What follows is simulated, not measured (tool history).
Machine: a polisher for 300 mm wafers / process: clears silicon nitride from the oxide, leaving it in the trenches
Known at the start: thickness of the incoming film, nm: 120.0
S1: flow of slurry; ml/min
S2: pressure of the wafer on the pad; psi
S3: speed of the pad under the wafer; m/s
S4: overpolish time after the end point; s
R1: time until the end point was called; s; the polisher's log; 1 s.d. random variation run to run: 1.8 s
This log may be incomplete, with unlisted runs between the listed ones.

{"run": 1, "hour": 0.0, "S1": 260, "S2": 2.6, "S3": 0.92, "S4": 9, "R1": 148.78}
{"run": 2, "hour": 6.1, "S1": 260, "S2": 2.8, "S3": 0.92, "S4": 9, "R1": 137.42}
{"run": 3, "hour": 7.8, "S1": 260, "S2": 3.1, "S3": 0.92, "S4": 9, "R1": 127.07}
{"run": 4, "hour": 15.8, "S1": 260, "S2": 3.1, "S3": 0.92, "S4": 9, "R1": 128.74}
{"run": 5, "hour": 16.6, "S1": 260, "S2": 2.5, "S3": 0.92, "S4": 9, "R1": 150.66}
{"run": 6, "hour": 18.5, "S1": 260, "S2": 2.7, "S3": 0.94, "S4": 9, "R1": 136.66}
{"run": 7, "hour": 24.7, "S1": 260, "S2": 2.8, "S3": 0.94, "S4": 9, "R1": 133.88}
{"run": 8, "hour": 27.9, "S1": 260, "S2": 2.9, "S3": 0.94, "S4": 9, "R1": 132.5}

What does the tool deliver on the next run?
{"run": 9, "hour": 36.5, "S1": 260, "S2": 3, "S3": 0.94, "S4": 9, "R1": "?"}

R1: 128.3 s

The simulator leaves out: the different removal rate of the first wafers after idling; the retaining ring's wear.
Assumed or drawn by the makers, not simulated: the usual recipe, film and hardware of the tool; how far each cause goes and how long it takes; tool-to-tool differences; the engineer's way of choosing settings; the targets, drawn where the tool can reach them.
